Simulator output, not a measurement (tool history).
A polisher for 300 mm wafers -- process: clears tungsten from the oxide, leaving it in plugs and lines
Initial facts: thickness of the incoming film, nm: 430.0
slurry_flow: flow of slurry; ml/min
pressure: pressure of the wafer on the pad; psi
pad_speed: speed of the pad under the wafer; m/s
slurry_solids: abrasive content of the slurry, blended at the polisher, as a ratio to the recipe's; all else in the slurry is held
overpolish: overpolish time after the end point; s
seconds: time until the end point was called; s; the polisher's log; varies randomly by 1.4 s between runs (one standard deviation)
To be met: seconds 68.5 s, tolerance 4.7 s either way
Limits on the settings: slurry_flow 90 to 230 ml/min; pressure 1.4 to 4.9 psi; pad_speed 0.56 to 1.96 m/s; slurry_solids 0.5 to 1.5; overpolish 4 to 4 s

run 1 hour=0 | slurry_flow=150 pressure=3.1 pad_speed=1.26 slurry_solids=1 overpolish=4 | seconds=96.084
run 2 hour=8.7 | slurry_flow=150 pressure=2.6 pad_speed=1.26 slurry_solids=1 overpolish=4 | seconds=116.42
run 3 hour=15.9 | slurry_flow=150 pressure=2.6 pad_speed=1.26 slurry_solids=0.9 overpolish=4 | seconds=118.47
run 4 hour=23.3 | slurry_flow=150 pressure=2.6 pad_speed=1.14 slurry_solids=0.9 overpolish=4 | seconds=131.51
run 5 hour=31 | slurry_flow=150 pressure=2.8 pad_speed=1.16 slurry_solids=0.9 overpolish=4 | seconds=119.8
run 6 hour=38.9 | slurry_flow=150 pressure=3 pad_speed=1.18 slurry_solids=0.9 overpolish=4 | seconds=109.84
run 7 hour=43.8 | slurry_flow=150 pressure=3.9 pad_speed=1.28 slurry_solids=0.9 overpolish=4 | seconds=84.934
run 8 hour=47 | slurry_flow=150 pressure=4 pad_speed=1.28 slurry_solids=0.9 overpolish=4 | seconds=80.082
run 9 hour=54.5 | slurry_flow=150 pressure=4.1 pad_speed=1.28 slurry_solids=0.9 overpolish=4 | seconds=79.083
run 10 hour=62.2 | slurry_flow=150 pressure=4.2 pad_speed=1.28 slurry_solids=0.9 overpolish=4 | seconds=76.7
run 11 hour=69.1 | slurry_flow=150 pressure=4.4 pad_speed=1.3 slurry_solids=0.9 overpolish=4 | seconds=71.227
run 12 hour=70.9 | slurry_flow=150 pressure=4.4 pad_speed=1.3 slurry_solids=0.9 overpolish=4 | seconds=73.848

Next run, 4 choices. One meets every target within its allowed miss, the rest don't. Which?
run A hour=72.7 | slurry_flow=165 pressure=4.6 pad_speed=1.22 slurry_solids=0.75 overpolish=4 | seconds=?
run B hour=72.7 | slurry_flow=145 pressure=4.1 pad_speed=1.24 slurry_solids=0.95 overpolish=4 | seconds=?
run C hour=72.7 | slurry_flow=180 pressure=4.7 pad_speed=1.3 slurry_solids=0.85 overpolish=4 | seconds=?
run D hour=72.7 | slurry_flow=120 pressure=4.5 pad_speed=1.22 slurry_solids=0.95 overpolish=4 | seconds=?

move=A seconds=78.12
move=B seconds=80.157
move=C seconds=68.008
move=D seconds=78.367
A: further off than the last run
B: further off than the last run
C: all results land within tolerance of their targets
D: further off than the last run
Go with C: it meets all targets.

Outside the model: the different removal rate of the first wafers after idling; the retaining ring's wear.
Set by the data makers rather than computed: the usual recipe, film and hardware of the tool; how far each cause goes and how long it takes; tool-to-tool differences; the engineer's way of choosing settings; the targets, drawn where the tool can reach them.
